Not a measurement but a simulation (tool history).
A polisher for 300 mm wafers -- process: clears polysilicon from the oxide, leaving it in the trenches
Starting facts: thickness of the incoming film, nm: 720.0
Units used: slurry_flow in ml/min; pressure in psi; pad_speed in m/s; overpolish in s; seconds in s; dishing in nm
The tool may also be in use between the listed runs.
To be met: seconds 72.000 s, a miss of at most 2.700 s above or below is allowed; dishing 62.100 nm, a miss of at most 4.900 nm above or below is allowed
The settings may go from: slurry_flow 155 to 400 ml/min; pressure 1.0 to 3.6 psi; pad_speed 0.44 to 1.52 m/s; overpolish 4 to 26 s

{"run": 1, "hour": 0.0, "slurry_flow": 255, "pressure": 2.3, "pad_speed": 0.98, "overpolish": 13, "seconds": 57.978, "dishing": 74.355}
{"run": 2, "hour": 8.3, "slurry_flow": 295, "pressure": 2.3, "pad_speed": 0.98, "overpolish": 13, "seconds": 56.664, "dishing": 71.583}
{"run": 3, "hour": 10.9, "slurry_flow": 295, "pressure": 2.2, "pad_speed": 0.98, "overpolish": 13, "seconds": 59.779, "dishing": 71.934}
{"run": 4, "hour": 19.7, "slurry_flow": 295, "pressure": 2.2, "pad_speed": 1.2, "overpolish": 13, "seconds": 48.472, "dishing": 73.949}
{"run": 5, "hour": 23.8, "slurry_flow": 295, "pressure": 2.2, "pad_speed": 1.42, "overpolish": 13, "seconds": 41.633, "dishing": 79.541}
{"run": 6, "hour": 25.1, "slurry_flow": 295, "pressure": 2.7, "pad_speed": 1.42, "overpolish": 13, "seconds": 34.382, "dishing": 79.485}
{"run": 7, "hour": 33.7, "slurry_flow": 295, "pressure": 2.5, "pad_speed": 1.4, "overpolish": 12, "seconds": 37.203, "dishing": 79.221}
{"run": 8, "hour": 35.1, "slurry_flow": 300, "pressure": 2.3, "pad_speed": 1.38, "overpolish": 11, "seconds": 40.507, "dishing": 75.418}
{"run": 9, "hour": 36.8, "slurry_flow": 300, "pressure": 2.1, "pad_speed": 1.36, "overpolish": 10, "seconds": 44.941, "dishing": 71.736}
{"run": 10, "hour": 38.5, "slurry_flow": 300, "pressure": 1.9, "pad_speed": 1.36, "overpolish": 10, "seconds": 49.28, "dishing": 68.475}
{"run": 11, "hour": 46.4, "slurry_flow": 300, "pressure": 1.9, "pad_speed": 1.36, "overpolish": 10, "seconds": 49.445, "dishing": 67.62}
{"run": 12, "hour": 51.9, "slurry_flow": 300, "pressure": 1.9, "pad_speed": 1.36, "overpolish": 10, "seconds": 50.496, "dishing": 71.223}
{"run": 13, "hour": 52.8, "slurry_flow": 300, "pressure": 1.8, "pad_speed": 1.36, "overpolish": 9, "seconds": 52.563, "dishing": 63.431}
{"run": 14, "hour": 54.9, "slurry_flow": 295, "pressure": 1.7, "pad_speed": 1.36, "overpolish": 9, "seconds": 55.02, "dishing": 65.197}
{"run": 15, "hour": 61.8, "slurry_flow": 290, "pressure": 1.6, "pad_speed": 1.36, "overpolish": 9, "seconds": 58.268, "dishing": 61.514}
{"run": 16, "hour": 66.5, "slurry_flow": 280, "pressure": 1.6, "pad_speed": 1.36, "overpolish": 10, "seconds": 59.02, "dishing": 64.292}
{"run": 17, "hour": 70.4, "slurry_flow": 280, "pressure": 1.6, "pad_speed": 1.36, "overpolish": 10, "seconds": 60.223, "dishing": 64.086}
{"run": 18, "hour": 79.1, "slurry_flow": 270, "pressure": 1.6, "pad_speed": 1.36, "overpolish": 10, "seconds": 58.889, "dishing": 63.981}
{"run": 19, "hour": 86.5, "slurry_flow": 270, "pressure": 1.1, "pad_speed": 1.34, "overpolish": 11, "seconds": 85.946, "dishing": 56.834}

Pick the move, out of 4, that brings all results within their allowed miss; only one does.
{"run": "A", "hour": 93.9, "slurry_flow": 285, "pressure": 1.0, "pad_speed": 1.18, "overpolish": 9, "seconds": "?", "dishing": "?"}
{"run": "B", "hour": 93.9, "slurry_flow": 260, "pressure": 1.4, "pad_speed": 1.26, "overpolish": 11, "seconds": "?", "dishing": "?"}
{"run": "C", "hour": 93.9, "slurry_flow": 195, "pressure": 1.1, "pad_speed": 1.18, "overpolish": 15, "seconds": "?", "dishing": "?"}
{"run": "D", "hour": 93.9, "slurry_flow": 250, "pressure": 1.0, "pad_speed": 1.26, "overpolish": 12, "seconds": "?", "dishing": "?"}

move=A seconds=105.400 dishing=45.471
move=B seconds=72.679 dishing=62.534
move=C seconds=101.000 dishing=61.997
move=D seconds=100.260 dishing=55.649
A: its largest miss is bigger than the last run's
B: all results in spec
C: its largest miss is bigger than the last run's
D: its largest miss is bigger than the last run's
Answer: B
